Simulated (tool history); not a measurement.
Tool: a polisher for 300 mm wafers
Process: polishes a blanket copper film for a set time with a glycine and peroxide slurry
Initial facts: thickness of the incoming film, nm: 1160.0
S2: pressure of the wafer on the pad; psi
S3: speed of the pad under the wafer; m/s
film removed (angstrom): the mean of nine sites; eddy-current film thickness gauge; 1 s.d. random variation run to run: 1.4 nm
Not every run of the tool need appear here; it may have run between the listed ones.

Run 1, hour 0.0: flow of slurry (ml/min) 165, S2 3.5 psi, S3 0.94 m/s, polishing time (s) 35. Result: film removed (angstrom) 2210.7.
Run 2, hour 1.3: flow of slurry (ml/min) 165, S2 3.5 psi, S3 1.16 m/s, polishing time (s) 35. Result: film removed (angstrom) 2547.1.
Run 3, hour 4.2: flow of slurry (ml/min) 150, S2 3.5 psi, S3 1.16 m/s, polishing time (s) 35. Result: film removed (angstrom) 2528.5.
Run 4, hour 5.6: flow of slurry (ml/min) 150, S2 2.8 psi, S3 1.16 m/s, polishing time (s) 35. Result: film removed (angstrom) 2066.7.
Run 5, hour 14.5: flow of slurry (ml/min) 145, S2 2.6 psi, S3 1.16 m/s, polishing time (s) 35. Result: film removed (angstrom) 1913.3.
Run 6, hour 20.7: flow of slurry (ml/min) 165, S2 2.6 psi, S3 1.16 m/s, polishing time (s) 35. Result: film removed (angstrom) 1980.8.

Forecast run 7:
Run 7, hour 28.8: flow of slurry (ml/min) 155, S2 2.5 psi, S3 1.16 m/s, polishing time (s) 35. Result: film removed (angstrom) ?.

film removed (angstrom): 1898.7

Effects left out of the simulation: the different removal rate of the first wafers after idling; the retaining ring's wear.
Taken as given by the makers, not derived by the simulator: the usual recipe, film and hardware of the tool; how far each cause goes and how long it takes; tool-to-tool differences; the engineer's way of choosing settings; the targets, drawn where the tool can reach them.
